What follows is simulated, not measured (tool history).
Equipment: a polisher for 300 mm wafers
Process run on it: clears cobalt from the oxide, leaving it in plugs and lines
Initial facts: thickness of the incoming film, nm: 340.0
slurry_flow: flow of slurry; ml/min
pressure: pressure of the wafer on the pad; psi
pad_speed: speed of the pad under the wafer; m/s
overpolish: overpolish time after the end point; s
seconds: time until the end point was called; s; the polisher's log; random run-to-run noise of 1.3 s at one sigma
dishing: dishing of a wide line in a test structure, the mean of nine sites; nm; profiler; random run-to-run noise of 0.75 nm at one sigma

run 1 hour=0 | slurry_flow=245 pressure=2 pad_speed=1.02 overpolish=26 | seconds=71.979 dishing=51.412
run 2 hour=8.6 | slurry_flow=245 pressure=1.8 pad_speed=1.02 overpolish=23 | seconds=78.747 dishing=48.019
run 3 hour=13.3 | slurry_flow=245 pressure=1.7 pad_speed=1.02 overpolish=22 | seconds=82.827 dishing=47.278
run 4 hour=17.5 | slurry_flow=245 pressure=1.6 pad_speed=1.02 overpolish=20 | seconds=87.867 dishing=45.072
run 5 hour=21.8 | slurry_flow=245 pressure=1.6 pad_speed=1.18 overpolish=20 | seconds=77.933 dishing=47.015
run 6 hour=24.6 | slurry_flow=245 pressure=1.5 pad_speed=1.18 overpolish=19 | seconds=81.379 dishing=43.976
run 7 hour=29.9 | slurry_flow=245 pressure=1.4 pad_speed=1.18 overpolish=20 | seconds=87.481 dishing=44.476
run 8 hour=32.4 | slurry_flow=245 pressure=1.3 pad_speed=1.18 overpolish=20 | seconds=92.572 dishing=42.52
run 9 hour=41.3 | slurry_flow=245 pressure=1.3 pad_speed=1.18 overpolish=21 | seconds=91.499 dishing=43.393

Forecast run 10:
run 10 hour=48.9 | slurry_flow=245 pressure=1.3 pad_speed=1.18 overpolish=22 | seconds=? dishing=?

seconds: 92.728 s
dishing: 44.699 nm
